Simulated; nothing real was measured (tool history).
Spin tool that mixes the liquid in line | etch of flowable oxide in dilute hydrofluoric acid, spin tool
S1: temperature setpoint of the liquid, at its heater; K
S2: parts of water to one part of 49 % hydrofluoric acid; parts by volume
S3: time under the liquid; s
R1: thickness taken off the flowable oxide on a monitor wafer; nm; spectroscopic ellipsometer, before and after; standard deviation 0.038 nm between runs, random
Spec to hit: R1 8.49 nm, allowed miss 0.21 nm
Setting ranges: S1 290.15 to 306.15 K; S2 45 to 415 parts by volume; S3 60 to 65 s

run  hour      S1   S2  S3      R1
  1     0  298.15  230  60  14.871
  2   1.5  298.15  230  65  16.056
  3   6.9  296.15  250  65  13.445
  4   8.9  294.65  260  65  12.224
  5  13.6  293.65  270  65  11.135
  6  18.4  292.65  275  65  10.493
  7    26  292.15  280  65   10.07
  8  28.5  292.15  280  65    10.1
  9  32.4  291.65  285  65  9.6989
 10  34.8  291.15  290  65  9.3367
 11  36.8  291.15  295  65  9.1058
 12  44.8  290.65  300  65  8.8029

4 next moves are on the table. One of them brings every result within its allowed miss. Which?
  A  52.8  294.65  345  65   ?
  B  52.8  293.15  330  60   ?
  C  52.8  290.65  320  65   ?
  D  52.8  290.15  300  60   ?

move      R1
   A  8.4491
   B  7.8342
   C  8.0552
   D  7.9144
A: every result within its allowed miss
B: carries the result that was furthest off beyond its target, to the other side
C: carries the result that was furthest off beyond its target, to the other side
D: carries the result that was furthest off beyond its target, to the other side
Answer: A
